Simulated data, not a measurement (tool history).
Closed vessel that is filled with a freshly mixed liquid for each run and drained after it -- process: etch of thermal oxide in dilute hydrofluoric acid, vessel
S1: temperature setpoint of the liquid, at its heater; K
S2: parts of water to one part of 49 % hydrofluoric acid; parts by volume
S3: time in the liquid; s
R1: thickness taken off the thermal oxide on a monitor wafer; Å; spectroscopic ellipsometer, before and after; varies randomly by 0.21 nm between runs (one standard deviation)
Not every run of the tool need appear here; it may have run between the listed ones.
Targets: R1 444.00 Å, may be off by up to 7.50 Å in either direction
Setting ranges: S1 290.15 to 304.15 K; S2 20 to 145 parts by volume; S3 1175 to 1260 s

{"run": 1, "day": 0.0, "S1": 296.15, "S2": 80, "S3": 1175, "R1": 702.06}
{"run": 2, "day": 0.254, "S1": 294.65, "S2": 85, "S3": 1175, "R1": 612.11}
{"run": 3, "day": 0.35, "S1": 293.65, "S2": 85, "S3": 1175, "R1": 591.12}
{"run": 4, "day": 0.596, "S1": 292.65, "S2": 90, "S3": 1175, "R1": 533.83}
{"run": 5, "day": 0.958, "S1": 292.65, "S2": 90, "S3": 1175, "R1": 530.55}
{"run": 6, "day": 1.067, "S1": 292.15, "S2": 90, "S3": 1175, "R1": 526.21}
{"run": 7, "day": 1.146, "S1": 291.65, "S2": 90, "S3": 1175, "R1": 512.64}
{"run": 8, "day": 1.45, "S1": 291.65, "S2": 90, "S3": 1175, "R1": 511.11}
{"run": 9, "day": 1.738, "S1": 291.15, "S2": 90, "S3": 1175, "R1": 501.72}
{"run": 10, "day": 1.979, "S1": 290.65, "S2": 95, "S3": 1175, "R1": 461.78}
{"run": 11, "day": 2.346, "S1": 290.15, "S2": 95, "S3": 1175, "R1": 450.63}
{"run": 12, "day": 2.55, "S1": 290.15, "S2": 95, "S3": 1175, "R1": 449.16}
{"run": 13, "day": 2.667, "S1": 290.65, "S2": 95, "S3": 1175, "R1": 461.38}
{"run": 14, "day": 2.983, "S1": 290.15, "S2": 95, "S3": 1175, "R1": 449.66}
{"run": 15, "day": 3.288, "S1": 290.15, "S2": 95, "S3": 1175, "R1": 452.54}

4 candidate next runs follow, results not yet known. Just one meets every target within its allowed miss. Identify it.
{"run": "A", "day": 3.592, "S1": 291.15, "S2": 100, "S3": 1175, "R1": "?"}
{"run": "B", "day": 3.592, "S1": 290.65, "S2": 95, "S3": 1175, "R1": "?"}
{"run": "C", "day": 3.592, "S1": 291.65, "S2": 100, "S3": 1220, "R1": "?"}
{"run": "D", "day": 3.592, "S1": 291.15, "S2": 100, "S3": 1220, "R1": "?"}

move=A R1=447.19
move=B R1=463.41
move=C R1=474.10
move=D R1=464.32
A: all results in spec
B: misses by more than the last run did
C: misses by more than the last run did
D: misses by more than the last run did
A is the move that brings every result within its allowed miss.
